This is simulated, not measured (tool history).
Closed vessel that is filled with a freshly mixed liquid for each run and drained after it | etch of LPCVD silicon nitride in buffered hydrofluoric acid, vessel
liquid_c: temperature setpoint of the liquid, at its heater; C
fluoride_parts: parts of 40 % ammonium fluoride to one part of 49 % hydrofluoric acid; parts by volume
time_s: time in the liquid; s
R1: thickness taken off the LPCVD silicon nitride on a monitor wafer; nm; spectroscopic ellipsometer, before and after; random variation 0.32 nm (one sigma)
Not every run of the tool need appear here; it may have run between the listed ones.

run 1 hour=0.0 | liquid_c=20 fluoride_parts=18.5 time_s=3200 | R1=20.460
run 2 hour=4.9 | liquid_c=20 fluoride_parts=18.5 time_s=3405 | R1=21.761
run 3 hour=6.3 | liquid_c=22 fluoride_parts=18.5 time_s=3405 | R1=24.497
run 4 hour=13.6 | liquid_c=22 fluoride_parts=21.5 time_s=3405 | R1=21.472
run 5 hour=19.5 | liquid_c=22 fluoride_parts=21.5 time_s=3200 | R1=20.143
run 6 hour=24.3 | liquid_c=24 fluoride_parts=18.0 time_s=3210 | R1=26.394

What does the tool deliver on the next run?
run 7 hour=32.9 | liquid_c=28 fluoride_parts=12.0 time_s=3225 | R1=?

R1: 48.997 nm
